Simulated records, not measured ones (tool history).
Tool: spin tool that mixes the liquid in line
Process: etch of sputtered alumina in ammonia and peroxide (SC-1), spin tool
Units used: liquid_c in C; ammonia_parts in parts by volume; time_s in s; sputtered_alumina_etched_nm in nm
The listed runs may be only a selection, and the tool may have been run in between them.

run,hour,liquid_c,ammonia_parts,time_s,sputtered_alumina_etched_nm
1,0.0,47,0.7,325,10.6980
2,2.6,47,0.6,325,10.3340
3,5.6,41,0.6,325,7.4815
4,14.4,41,0.6,345,8.0162
5,23.2,38,0.6,345,6.6059
6,29.1,38,0.6,345,6.6700

Run 7 comes next. What will it give?
7,36.0,39,0.6,345,?

Run 7 gave sputtered_alumina_etched_nm 6.9854 nm.

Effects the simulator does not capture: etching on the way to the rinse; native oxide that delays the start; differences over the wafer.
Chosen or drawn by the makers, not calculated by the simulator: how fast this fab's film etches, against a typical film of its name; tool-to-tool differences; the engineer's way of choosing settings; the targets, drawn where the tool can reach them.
